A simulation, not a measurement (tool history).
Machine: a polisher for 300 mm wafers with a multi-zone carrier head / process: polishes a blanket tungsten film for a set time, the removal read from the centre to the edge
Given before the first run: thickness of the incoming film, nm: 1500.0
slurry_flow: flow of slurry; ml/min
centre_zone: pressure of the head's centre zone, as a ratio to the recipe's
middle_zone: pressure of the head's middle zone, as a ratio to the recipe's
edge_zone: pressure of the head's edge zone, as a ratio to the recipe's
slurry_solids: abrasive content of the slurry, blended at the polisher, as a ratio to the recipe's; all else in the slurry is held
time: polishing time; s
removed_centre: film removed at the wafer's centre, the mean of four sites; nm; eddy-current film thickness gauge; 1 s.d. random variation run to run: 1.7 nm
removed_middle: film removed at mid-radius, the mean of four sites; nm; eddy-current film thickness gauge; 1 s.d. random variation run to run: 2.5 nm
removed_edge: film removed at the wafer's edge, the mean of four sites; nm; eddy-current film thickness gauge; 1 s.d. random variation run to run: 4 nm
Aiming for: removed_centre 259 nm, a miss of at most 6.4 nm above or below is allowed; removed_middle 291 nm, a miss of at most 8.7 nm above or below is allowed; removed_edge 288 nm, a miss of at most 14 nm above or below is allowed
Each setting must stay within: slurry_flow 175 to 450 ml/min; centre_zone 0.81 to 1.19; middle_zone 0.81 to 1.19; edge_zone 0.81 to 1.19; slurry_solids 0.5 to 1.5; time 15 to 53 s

Run 1, day 0: slurry_flow 290 ml/min, centre_zone 1, middle_zone 1, edge_zone 1, slurry_solids 1, time 34 s. Result: removed_centre 181.42 nm, removed_middle 185.29 nm, removed_edge 181.04 nm.
Run 2, day 0.112: slurry_flow 290 ml/min, centre_zone 1, middle_zone 1, edge_zone 1, slurry_solids 1, time 27 s. Result: removed_centre 143.5 nm, removed_middle 144.5 nm, removed_edge 145.13 nm.
Run 3, day 0.479: slurry_flow 290 ml/min, centre_zone 0.99, middle_zone 1.02, edge_zone 1.05, slurry_solids 1.15, time 31 s. Result: removed_centre 165.99 nm, removed_middle 173.2 nm, removed_edge 175.69 nm.
Run 4, day 0.825: slurry_flow 290 ml/min, centre_zone 0.99, middle_zone 1.02, edge_zone 1.05, slurry_solids 1.05, time 31 s. Result: removed_centre 164.98 nm, removed_middle 172.2 nm, removed_edge 173.98 nm.
Run 5, day 1.079: slurry_flow 290 ml/min, centre_zone 0.99, middle_zone 1.02, edge_zone 1.05, slurry_solids 1.05, time 23 s. Result: removed_centre 122.43 nm, removed_middle 126.36 nm, removed_edge 130.56 nm.
Run 6, day 1.171: slurry_flow 295 ml/min, centre_zone 1, middle_zone 1.05, edge_zone 1.08, slurry_solids 1.15, time 28 s. Result: removed_centre 153.36 nm, removed_middle 160.43 nm, removed_edge 159.62 nm.
Run 7, day 1.533: slurry_flow 285 ml/min, centre_zone 0.99, middle_zone 1.06, edge_zone 1.1, slurry_solids 1.25, time 32 s. Result: removed_centre 173.44 nm, removed_middle 182.67 nm, removed_edge 183.82 nm.
Run 8, day 1.558: slurry_flow 305 ml/min, centre_zone 0.98, middle_zone 1.07, edge_zone 1.12, slurry_solids 1.3, time 35 s. Result: removed_centre 190.81 nm, removed_middle 204.06 nm, removed_edge 213.32 nm.
Run 9, day 1.617: slurry_flow 320 ml/min, centre_zone 0.99, middle_zone 1.1, edge_zone 1.12, slurry_solids 1.35, time 37 s. Result: removed_centre 206.49 nm, removed_middle 225.2 nm, removed_edge 217.27 nm.
Run 10, day 1.733: slurry_flow 315 ml/min, centre_zone 0.98, middle_zone 1.1, edge_zone 1.13, slurry_solids 1.35, time 39 s. Result: removed_centre 216.03 nm, removed_middle 238.18 nm, removed_edge 238.91 nm.
Run 11, day 2.017: slurry_flow 315 ml/min, centre_zone 0.98, middle_zone 1.11, edge_zone 1.14, slurry_solids 1.4, time 40 s. Result: removed_centre 222.82 nm, removed_middle 247.91 nm, removed_edge 244.28 nm.
Run 12, day 2.229: slurry_flow 320 ml/min, centre_zone 0.98, middle_zone 1.12, edge_zone 1.15, slurry_solids 1.45, time 41 s. Result: removed_centre 228.9 nm, removed_middle 256.45 nm, removed_edge 253.78 nm.
Run 13, day 2.471: slurry_flow 325 ml/min, centre_zone 0.98, middle_zone 1.13, edge_zone 1.16, slurry_solids 1.45, time 42 s. Result: removed_centre 233.4 nm, removed_middle 263.49 nm, removed_edge 256.43 nm.

4 candidate next runs follow, results not yet known. Just one meets every target within its allowed miss. Identify it.
Run A, day 2.712: slurry_flow 320 ml/min, centre_zone 0.99, middle_zone 1.14, edge_zone 1.19, slurry_solids 1.3, time 47 s. Result: removed_centre ?, removed_middle ?, removed_edge ?.
Run B, day 2.712: slurry_flow 370 ml/min, centre_zone 1.04, middle_zone 1.14, edge_zone 1.13, slurry_solids 1.5, time 43 s. Result: removed_centre ?, removed_middle ?, removed_edge ?.
Run C, day 2.712: slurry_flow 325 ml/min, centre_zone 1.02, middle_zone 1.12, edge_zone 1.17, slurry_solids 1.5, time 46 s. Result: removed_centre ?, removed_middle ?, removed_edge ?.
Run D, day 2.712: slurry_flow 315 ml/min, centre_zone 0.81, middle_zone 0.81, edge_zone 1.19, slurry_solids 1.5, time 44 s. Result: removed_centre ?, removed_middle ?, removed_edge ?.

move  removed_centre  removed_middle  removed_edge
   A          259.23          288.95        290.32
   B          257.86          274.17        268.11
   C          267.45          286.49        288.98
   D             206          222.52        278.88
A: all results land within tolerance of their targets
B: brings the last run's worst result on target, with another outside its allowed miss
C: carries the result that was furthest off beyond its target, to the other side
D: the biggest miss grows against the last run
A meets every target.

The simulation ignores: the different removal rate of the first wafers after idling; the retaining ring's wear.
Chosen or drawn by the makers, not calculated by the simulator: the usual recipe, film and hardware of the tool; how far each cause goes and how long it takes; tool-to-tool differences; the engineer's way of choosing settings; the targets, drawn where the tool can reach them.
